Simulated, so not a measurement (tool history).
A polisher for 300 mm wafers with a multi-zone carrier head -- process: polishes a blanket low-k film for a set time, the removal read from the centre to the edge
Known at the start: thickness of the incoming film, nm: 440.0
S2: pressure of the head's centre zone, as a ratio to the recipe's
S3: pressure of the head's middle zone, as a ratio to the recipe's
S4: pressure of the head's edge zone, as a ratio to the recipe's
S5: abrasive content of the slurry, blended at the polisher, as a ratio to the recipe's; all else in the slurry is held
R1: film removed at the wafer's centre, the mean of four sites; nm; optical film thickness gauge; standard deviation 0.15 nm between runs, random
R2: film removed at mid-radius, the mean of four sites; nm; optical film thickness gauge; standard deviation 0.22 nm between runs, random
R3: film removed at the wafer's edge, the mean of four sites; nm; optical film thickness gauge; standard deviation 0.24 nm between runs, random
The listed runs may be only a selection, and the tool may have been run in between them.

run 1 day=0 | flow_of_slurry_(ml/min)=195 S2=1 S3=1 S4=1 S5=1 polishing_time_(s)=86 | R1=42.247 R2=41.483 R3=42.916
run 2 day=0.067 | flow_of_slurry_(ml/min)=195 S2=1 S3=1 S4=1 S5=1.15 polishing_time_(s)=86 | R1=46.156 R2=45.071 R3=46.314
run 3 day=0.092 | flow_of_slurry_(ml/min)=195 S2=1 S3=0.93 S4=1 S5=1.15 polishing_time_(s)=86 | R1=46.064 R2=42.57 R3=47.651
run 4 day=0.133 | flow_of_slurry_(ml/min)=190 S2=0.99 S3=0.95 S4=0.96 S5=0.95 polishing_time_(s)=73 | R1=33.421 R2=32.708 R3=34.621
run 5 day=0.458 | flow_of_slurry_(ml/min)=190 S2=0.91 S3=0.95 S4=0.96 S5=0.95 polishing_time_(s)=73 | R1=31.471 R2=32.175 R3=34.941
run 6 day=0.688 | flow_of_slurry_(ml/min)=185 S2=0.94 S3=0.95 S4=0.92 S5=0.8 polishing_time_(s)=67 | R1=25.786 R2=26.044 R3=26.66
run 7 day=0.788 | flow_of_slurry_(ml/min)=175 S2=0.93 S3=0.94 S4=0.89 S5=0.75 polishing_time_(s)=67 | R1=23.699 R2=24.071 R3=24.231

What does the tool deliver on the next run?
-- day=0.942 edge zone pressure recalibrated
run 8 day=0.942 | flow_of_slurry_(ml/min)=160 S2=0.92 S3=0.93 S4=0.87 S5=0.7 polishing_time_(s)=67 | R1=? R2=? R3=?

{"run 8": {"R1": 21.158, "R2": 21.705, "R3": 21.443}}
